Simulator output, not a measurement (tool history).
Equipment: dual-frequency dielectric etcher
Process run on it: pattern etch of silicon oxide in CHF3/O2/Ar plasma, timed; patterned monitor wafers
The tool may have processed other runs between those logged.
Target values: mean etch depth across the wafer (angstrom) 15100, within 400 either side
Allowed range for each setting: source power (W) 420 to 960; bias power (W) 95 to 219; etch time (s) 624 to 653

run	day	source power (W)	bias power (W)	etch time (s)	mean etch depth across the wafer (angstrom)
1	0	690	157	624	12964
2	0.204	690	138	624	12264
3	0.412	690	165	624	13080
4	0.571	690	165	624	13220
5	0.638	730	168	624.5	13455
6	1.004	840	168	624.5	13993
7	1.25	850	172	626	14209
# day 1.579: source power generator calibrated
8	1.579	860	175	627.5	14639
9	1.858	870	176	627.5	14644

5 candidate next runs follow, results not yet known. Just one meets every target within its allowed miss. Identify it.
A	2.138	860	183	636	?
B	2.138	810	172	624	?
C	2.138	830	161	632	?
D	2.138	960	190	639.5	?
E	2.138	960	138	641.5	?

move	mean etch depth across the wafer (angstrom)
A	15185
B	14280
C	14188
D	16016
E	14160
A: in spec on every target
B: further off than the last run
C: further off than the last run
D: takes the biggest miss from the last run beyond its target
E: further off than the last run
Correct choice: A, which meets every target
